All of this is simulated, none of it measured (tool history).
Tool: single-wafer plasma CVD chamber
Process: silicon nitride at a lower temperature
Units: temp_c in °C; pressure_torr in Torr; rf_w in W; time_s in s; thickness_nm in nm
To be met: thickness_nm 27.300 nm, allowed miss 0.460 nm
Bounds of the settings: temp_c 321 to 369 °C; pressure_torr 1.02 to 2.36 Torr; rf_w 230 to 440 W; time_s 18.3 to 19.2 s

run	day	temp_c	pressure_torr	rf_w	time_s	thickness_nm
1	0.000	345	1.69	335	19.2	24.165
2	0.350	345	1.69	335	18.3	23.105
3	0.400	345	1.78	340	18.3	23.657
4	0.504	345	1.78	385	18.3	25.298
5	0.529	345	1.84	385	18.3	25.572
6	0.746	345	1.89	385	18.3	25.784
7	0.842	345	1.93	385	18.3	25.851
8	1.133	345	1.97	385	18.3	26.068
9	1.262	345	2.01	385	18.3	26.174
10	1.396	345	2.04	385	18.3	26.249

5 next moves are on the table. One of them brings every result within its allowed miss. Which?
A	1.529	343	1.90	385	18.3	?
B	1.529	347	1.93	370	19.2	?
C	1.529	352	2.14	395	18.7	?
D	1.529	336	2.13	360	18.9	?
E	1.529	359	1.93	390	18.3	?

move	thickness_nm
A	25.812
B	26.522
C	27.496
D	26.443
E	25.956
A: further off than the last run
B: nearer than the last run, and not there yet
C: meets every target
D: nearer than the last run, and not there yet
E: further off than the last run
The right move is C.
